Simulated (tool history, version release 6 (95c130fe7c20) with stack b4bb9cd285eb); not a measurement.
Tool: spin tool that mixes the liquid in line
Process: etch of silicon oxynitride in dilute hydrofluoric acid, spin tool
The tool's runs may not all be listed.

run,day,temperature setpoint of the liquid (K),parts of water to one part of 49 % hydrofluoric acid (parts by volume),time under the liquid (s),thickness taken off the silicon oxynitride on a monitor wafer (nm)
1,0.000,296.15,70,215,11.9510
2,0.375,294.15,70,215,10.7890
3,0.412,290.65,70,215,8.9865
4,0.783,293.15,70,215,10.1310
5,1.054,293.15,55,215,12.9410
6,1.104,293.15,55,215,13.2570
7,1.125,294.65,55,215,14.2100

The next listed run, before its measurement:
8,1.212,296.15,55,215,?

Run 8 gave thickness taken off the silicon oxynitride on a monitor wafer (nm) 15.2660.

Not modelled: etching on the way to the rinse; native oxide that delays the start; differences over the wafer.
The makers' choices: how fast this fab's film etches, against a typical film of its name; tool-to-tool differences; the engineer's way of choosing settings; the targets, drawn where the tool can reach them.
